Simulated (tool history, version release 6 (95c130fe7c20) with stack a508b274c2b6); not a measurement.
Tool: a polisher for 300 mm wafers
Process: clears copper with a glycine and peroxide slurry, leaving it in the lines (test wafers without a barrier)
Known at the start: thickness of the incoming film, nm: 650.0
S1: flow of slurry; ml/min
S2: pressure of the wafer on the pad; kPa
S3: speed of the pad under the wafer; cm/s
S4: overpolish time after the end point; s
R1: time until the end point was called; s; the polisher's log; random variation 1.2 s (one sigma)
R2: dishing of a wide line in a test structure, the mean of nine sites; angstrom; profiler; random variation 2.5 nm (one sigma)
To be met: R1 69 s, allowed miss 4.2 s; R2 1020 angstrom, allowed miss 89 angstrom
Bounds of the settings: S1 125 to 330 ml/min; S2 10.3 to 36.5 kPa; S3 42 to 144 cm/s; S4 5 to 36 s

run 1 hour=0 | S1=210 S2=23.4 S3=92 S4=18 | R1=89.053 R2=734.09
run 2 hour=4.6 | S1=210 S2=24.1 S3=92 S4=18 | R1=85.724 R2=729.06
run 3 hour=8.7 | S1=210 S2=24.8 S3=92 S4=19 | R1=88.711 R2=751.55
run 4 hour=17 | S1=255 S2=24.8 S3=92 S4=19 | R1=86.22 R2=752.03
run 5 hour=23.2 | S1=255 S2=25.5 S3=92 S4=20 | R1=85.311 R2=804.97
run 6 hour=26.3 | S1=255 S2=26.2 S3=92 S4=20 | R1=81.923 R2=828.34
run 7 hour=27.8 | S1=255 S2=26.9 S3=92 S4=20 | R1=79.508 R2=834.94
run 8 hour=30.6 | S1=255 S2=27.6 S3=92 S4=20 | R1=77.393 R2=846.46

Which of these 4 next moves meets every target?
run A hour=33.4 | S1=245 S2=29 S3=98 S4=24 | R1=? R2=?
run B hour=33.4 | S1=200 S2=29.6 S3=94 S4=13 | R1=? R2=?
run C hour=33.4 | S1=175 S2=33.1 S3=84 S4=14 | R1=? R2=?
run D hour=33.4 | S1=325 S2=29.6 S3=72 S4=30 | R1=? R2=?

move=A R1=71.019 R2=989.68
move=B R1=73.815 R2=667.72
move=C R1=75.249 R2=702.12
move=D R1=88.333 R2=1009.7
A: meets every target
B: further off than the last run
C: further off than the last run
D: further off than the last run
Move A is the one to make.
